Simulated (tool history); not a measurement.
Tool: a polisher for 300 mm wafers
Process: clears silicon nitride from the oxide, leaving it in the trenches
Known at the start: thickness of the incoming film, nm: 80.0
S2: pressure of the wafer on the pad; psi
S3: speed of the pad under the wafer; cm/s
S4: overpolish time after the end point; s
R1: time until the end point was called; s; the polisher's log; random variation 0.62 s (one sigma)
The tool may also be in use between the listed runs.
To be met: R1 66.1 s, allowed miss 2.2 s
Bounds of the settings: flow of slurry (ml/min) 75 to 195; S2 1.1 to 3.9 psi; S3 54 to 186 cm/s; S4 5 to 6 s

Run 1, hour 0: flow of slurry (ml/min) 125, S2 2.5 psi, S3 118 cm/s, S4 6 s. Result: R1 82.233 s.
Run 2, hour 5.5: flow of slurry (ml/min) 130, S2 2.6 psi, S3 118 cm/s, S4 6 s. Result: R1 79.058 s.
Run 3, hour 7.1: flow of slurry (ml/min) 155, S2 2.6 psi, S3 118 cm/s, S4 6 s. Result: R1 77.457 s.
Run 4, hour 9.4: flow of slurry (ml/min) 155, S2 2.7 psi, S3 118 cm/s, S4 6 s. Result: R1 74.37 s.
Run 5, hour 13.4: flow of slurry (ml/min) 155, S2 2.8 psi, S3 118 cm/s, S4 6 s. Result: R1 71.95 s.
Run 6, hour 14.2: flow of slurry (ml/min) 155, S2 2.2 psi, S3 118 cm/s, S4 6 s. Result: R1 87.937 s.
Run 7, hour 18.2: flow of slurry (ml/min) 155, S2 2.4 psi, S3 118 cm/s, S4 6 s. Result: R1 81.927 s.
Run 8, hour 19.7: flow of slurry (ml/min) 155, S2 2.5 psi, S3 118 cm/s, S4 6 s. Result: R1 80.455 s.
Run 9, hour 21.1: flow of slurry (ml/min) 155, S2 2.6 psi, S3 118 cm/s, S4 6 s. Result: R1 76.823 s.
Run 10, hour 26.3: flow of slurry (ml/min) 155, S2 2.7 psi, S3 118 cm/s, S4 6 s. Result: R1 74.418 s.
Run 11, hour 34.7: flow of slurry (ml/min) 155, S2 2.7 psi, S3 118 cm/s, S4 6 s. Result: R1 74.49 s.

Which of these 5 next moves meets every target?
Run A, hour 43.1: flow of slurry (ml/min) 150, S2 2.8 psi, S3 94 cm/s, S4 6 s. Result: R1 ?.
Run B, hour 43.1: flow of slurry (ml/min) 140, S2 3.8 psi, S3 98 cm/s, S4 6 s. Result: R1 ?.
Run C, hour 43.1: flow of slurry (ml/min) 135, S2 3 psi, S3 96 cm/s, S4 5 s. Result: R1 ?.
Run D, hour 43.1: flow of slurry (ml/min) 160, S2 2.8 psi, S3 104 cm/s, S4 5 s. Result: R1 ?.
Run E, hour 43.1: flow of slurry (ml/min) 160, S2 2.3 psi, S3 112 cm/s, S4 5 s. Result: R1 ?.

move      R1
   A  90.864
   B  66.923
   C    85.2
   D  81.585
   E  90.375
A: further off than the last run
B: meets every target
C: further off than the last run
D: further off than the last run
E: further off than the last run
Answer: B
